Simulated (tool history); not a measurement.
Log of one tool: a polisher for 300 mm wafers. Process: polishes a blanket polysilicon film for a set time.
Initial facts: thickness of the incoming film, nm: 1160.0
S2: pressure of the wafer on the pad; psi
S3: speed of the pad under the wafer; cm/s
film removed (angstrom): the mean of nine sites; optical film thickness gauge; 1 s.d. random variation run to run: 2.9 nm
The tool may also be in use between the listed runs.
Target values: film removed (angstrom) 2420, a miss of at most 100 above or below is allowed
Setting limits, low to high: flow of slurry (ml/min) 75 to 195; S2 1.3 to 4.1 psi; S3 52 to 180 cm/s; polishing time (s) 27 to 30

{"run": 1, "hour": 0.0, "flow of slurry (ml/min)": 125, "S2": 2.7, "S3": 116, "polishing time (s)": 30, "film removed (angstrom)": 3160.8}
{"run": 2, "hour": 3.0, "flow of slurry (ml/min)": 120, "S2": 2.5, "S3": 116, "polishing time (s)": 30, "film removed (angstrom)": 3024.5}
{"run": 3, "hour": 5.4, "flow of slurry (ml/min)": 120, "S2": 2.5, "S3": 116, "polishing time (s)": 27, "film removed (angstrom)": 2658.3}
{"run": 4, "hour": 12.4, "flow of slurry (ml/min)": 140, "S2": 2.5, "S3": 116, "polishing time (s)": 27, "film removed (angstrom)": 2727.4}
{"run": 5, "hour": 15.8, "flow of slurry (ml/min)": 115, "S2": 2.5, "S3": 116, "polishing time (s)": 27, "film removed (angstrom)": 2619.3}
{"run": 6, "hour": 23.5, "flow of slurry (ml/min)": 115, "S2": 2.5, "S3": 116, "polishing time (s)": 30, "film removed (angstrom)": 2904.8}
{"run": 7, "hour": 25.1, "flow of slurry (ml/min)": 115, "S2": 2.4, "S3": 116, "polishing time (s)": 30, "film removed (angstrom)": 2797.1}
{"run": 8, "hour": 32.3, "flow of slurry (ml/min)": 115, "S2": 2.3, "S3": 116, "polishing time (s)": 30, "film removed (angstrom)": 2762.3}
{"run": 9, "hour": 38.4, "flow of slurry (ml/min)": 115, "S2": 2.2, "S3": 116, "polishing time (s)": 30, "film removed (angstrom)": 2701.2}
{"run": 10, "hour": 39.9, "flow of slurry (ml/min)": 115, "S2": 2.1, "S3": 116, "polishing time (s)": 30, "film removed (angstrom)": 2538.1}

Which of these 5 next moves meets every target?
{"run": "A", "hour": 41.4, "flow of slurry (ml/min)": 125, "S2": 2.1, "S3": 118, "polishing time (s)": 30, "film removed (angstrom)": "?"}
{"run": "B", "hour": 41.4, "flow of slurry (ml/min)": 125, "S2": 2.1, "S3": 134, "polishing time (s)": 27, "film removed (angstrom)": "?"}
{"run": "C", "hour": 41.4, "flow of slurry (ml/min)": 105, "S2": 2.5, "S3": 110, "polishing time (s)": 27, "film removed (angstrom)": "?"}
{"run": "D", "hour": 41.4, "flow of slurry (ml/min)": 110, "S2": 2.3, "S3": 118, "polishing time (s)": 29, "film removed (angstrom)": "?"}
{"run": "E", "hour": 41.4, "flow of slurry (ml/min)": 105, "S2": 2.3, "S3": 114, "polishing time (s)": 30, "film removed (angstrom)": "?"}

move=A film_removed_(angstrom)=2635
move=B film_removed_(angstrom)=2683.6
move=C film_removed_(angstrom)=2432.5
move=D film_removed_(angstrom)=2651.6
move=E film_removed_(angstrom)=2622.4
A: its largest miss is bigger than the last run's
B: its largest miss is bigger than the last run's
C: every result lands within tolerance
D: its largest miss is bigger than the last run's
E: its largest miss is bigger than the last run's
The move that meets every target is C.

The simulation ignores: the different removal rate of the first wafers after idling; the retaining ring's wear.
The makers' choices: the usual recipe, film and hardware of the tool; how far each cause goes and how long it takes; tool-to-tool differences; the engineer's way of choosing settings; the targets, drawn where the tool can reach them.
